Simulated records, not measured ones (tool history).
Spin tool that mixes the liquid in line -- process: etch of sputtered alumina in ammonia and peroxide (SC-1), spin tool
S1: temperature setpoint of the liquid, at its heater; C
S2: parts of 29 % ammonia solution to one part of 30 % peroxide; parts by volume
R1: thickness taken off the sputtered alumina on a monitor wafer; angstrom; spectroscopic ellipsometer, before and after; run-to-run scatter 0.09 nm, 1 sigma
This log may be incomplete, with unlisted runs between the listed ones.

Run 1, hour 0.0: S1 62.0 C, S2 0.75 parts by volume, time under the liquid (s) 265. Result: R1 267.16 angstrom.
Run 2, hour 1.1: S1 62.0 C, S2 0.85 parts by volume, time under the liquid (s) 265. Result: R1 269.78 angstrom.
Run 3, hour 3.7: S1 62.0 C, S2 0.85 parts by volume, time under the liquid (s) 265. Result: R1 268.95 angstrom.
Run 4, hour 12.5: S1 58.5 C, S2 0.85 parts by volume, time under the liquid (s) 265. Result: R1 226.20 angstrom.
Run 5, hour 13.4: S1 65.5 C, S2 0.85 parts by volume, time under the liquid (s) 265. Result: R1 321.80 angstrom.
Run 6, hour 16.6: S1 65.5 C, S2 0.70 parts by volume, time under the liquid (s) 265. Result: R1 313.54 angstrom.
Run 7, hour 21.6: S1 63.0 C, S2 0.70 parts by volume, time under the liquid (s) 265. Result: R1 278.27 angstrom.
Run 8, hour 22.8: S1 61.0 C, S2 0.70 parts by volume, time under the liquid (s) 265. Result: R1 249.51 angstrom.

Run 9 comes next. What will it give?
Run 9, hour 29.1: S1 59.5 C, S2 0.70 parts by volume, time under the liquid (s) 265. Result: R1 ?.

Run 9 produced R1 231.40 angstrom.
